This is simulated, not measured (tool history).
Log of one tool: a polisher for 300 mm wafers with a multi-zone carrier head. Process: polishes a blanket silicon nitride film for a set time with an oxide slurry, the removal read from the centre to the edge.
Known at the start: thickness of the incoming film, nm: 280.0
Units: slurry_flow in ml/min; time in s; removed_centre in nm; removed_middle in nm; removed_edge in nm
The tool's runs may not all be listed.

{"run": 1, "hour": 0.0, "slurry_flow": 150, "centre_zone": 1.0, "middle_zone": 1.0, "edge_zone": 1.0, "slurry_solids": 1.0, "time": 86, "removed_centre": 54.659, "removed_middle": 58.511, "removed_edge": 56.423}
{"run": 2, "hour": 0.9, "slurry_flow": 150, "centre_zone": 1.0, "middle_zone": 1.01, "edge_zone": 0.98, "slurry_solids": 0.9, "time": 82, "removed_centre": 49.775, "removed_middle": 51.997, "removed_edge": 51.12}
{"run": 3, "hour": 1.8, "slurry_flow": 150, "centre_zone": 1.0, "middle_zone": 0.95, "edge_zone": 0.98, "slurry_solids": 0.9, "time": 82, "removed_centre": 48.572, "removed_middle": 49.545, "removed_edge": 51.122}
{"run": 4, "hour": 8.4, "slurry_flow": 150, "centre_zone": 0.99, "middle_zone": 0.98, "edge_zone": 0.96, "slurry_solids": 0.85, "time": 78, "removed_centre": 45.022, "removed_middle": 46.918, "removed_edge": 46.832}
{"run": 5, "hour": 11.0, "slurry_flow": 150, "centre_zone": 0.98, "middle_zone": 1.0, "edge_zone": 0.94, "slurry_solids": 0.8, "time": 76, "removed_centre": 42.788, "removed_middle": 46.3, "removed_edge": 43.701}
{"run": 6, "hour": 14.9, "slurry_flow": 150, "centre_zone": 0.97, "middle_zone": 1.0, "edge_zone": 0.92, "slurry_solids": 0.75, "time": 74, "removed_centre": 40.487, "removed_middle": 42.906, "removed_edge": 40.767}
{"run": 7, "hour": 22.4, "slurry_flow": 150, "centre_zone": 0.96, "middle_zone": 1.01, "edge_zone": 0.91, "slurry_solids": 0.7, "time": 73, "removed_centre": 36.962, "removed_middle": 40.442, "removed_edge": 38.385}
{"run": 8, "hour": 23.8, "slurry_flow": 150, "centre_zone": 0.96, "middle_zone": 1.02, "edge_zone": 0.89, "slurry_solids": 0.65, "time": 73, "removed_centre": 36.385, "removed_middle": 40.535, "removed_edge": 36.84}

The next listed run, before its measurement:
{"run": 9, "hour": 29.2, "slurry_flow": 150, "centre_zone": 0.96, "middle_zone": 1.02, "edge_zone": 0.88, "slurry_solids": 0.65, "time": 73, "removed_centre": "?", "removed_middle": "?", "removed_edge": "?"}

{"run 9": {"removed_centre": 36.188, "removed_middle": 40.018, "removed_edge": 36.904}}
